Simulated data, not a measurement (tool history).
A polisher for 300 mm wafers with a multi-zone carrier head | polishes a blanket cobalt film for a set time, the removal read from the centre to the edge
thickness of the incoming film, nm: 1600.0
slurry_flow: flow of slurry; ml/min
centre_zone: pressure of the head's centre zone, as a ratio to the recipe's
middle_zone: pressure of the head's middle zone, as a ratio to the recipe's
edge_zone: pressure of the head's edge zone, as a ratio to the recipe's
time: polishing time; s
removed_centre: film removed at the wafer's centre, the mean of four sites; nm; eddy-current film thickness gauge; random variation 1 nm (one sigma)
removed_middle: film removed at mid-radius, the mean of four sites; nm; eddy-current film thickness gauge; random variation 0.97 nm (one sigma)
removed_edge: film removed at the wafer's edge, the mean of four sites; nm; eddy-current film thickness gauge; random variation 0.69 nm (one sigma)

run  hour  slurry_flow  centre_zone  middle_zone  edge_zone  time  removed_centre  removed_middle  removed_edge
  1     0          250            1            1          1    35           143.8          145.44         136.7
  2   8.2          245         0.98            1       0.97    34          139.61          142.91        131.04
  3  12.5          245         0.98            1       0.97    31          125.78          127.92        118.88
  4  16.7          235         0.97            1       0.95    31          124.95          128.34        117.94
  5  22.1          230         0.96            1       0.93    31          122.62          127.68        115.53
  6  29.6          230            1            1       0.93    31          127.72          129.48        116.66
  7  33.7          185          0.9         1.01       0.87    30          106.63          120.57        107.12

Run 8 comes next. What will it give?
  8  38.7          230         0.94         1.01       0.87    30               ?               ?             ?

Run 8 gave removed_centre 116.37 nm, removed_middle 125.18 nm, removed_edge 109.88 nm.

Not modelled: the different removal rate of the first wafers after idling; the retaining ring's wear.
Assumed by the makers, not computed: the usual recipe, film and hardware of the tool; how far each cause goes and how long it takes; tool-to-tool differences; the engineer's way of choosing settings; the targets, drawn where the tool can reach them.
